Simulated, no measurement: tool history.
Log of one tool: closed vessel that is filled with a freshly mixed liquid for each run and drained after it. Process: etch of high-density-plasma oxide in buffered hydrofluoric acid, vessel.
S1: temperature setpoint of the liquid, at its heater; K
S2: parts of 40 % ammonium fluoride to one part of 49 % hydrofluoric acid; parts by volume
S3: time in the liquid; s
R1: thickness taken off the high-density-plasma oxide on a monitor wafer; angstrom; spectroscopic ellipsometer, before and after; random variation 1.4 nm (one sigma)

| run | day | S1 | S2 | S3 | R1 |
|---|---|---|---|---|---|
| 1 | 0 | 296.15 | 18 | 90 | 864.87 |
| 2 | 0.25 | 297.65 | 17 | 90 | 1007.2 |
| 3 | 0.5 | 297.65 | 17 | 95 | 1038.6 |
| 4 | 0.796 | 297.65 | 13.5 | 95 | 1298.2 |
| 5 | 0.917 | 298.65 | 13.5 | 95 | 1364.2 |
| 6 | 0.983 | 298.65 | 16.5 | 95 | 1148.8 |
| 7 | 1.25 | 299.65 | 16 | 95 | 1242 |

Forecast run 8:
| 8 | 1.517 | 300.65 | 16 | 95 | ? |

{"run 8": {"R1": 1286}}
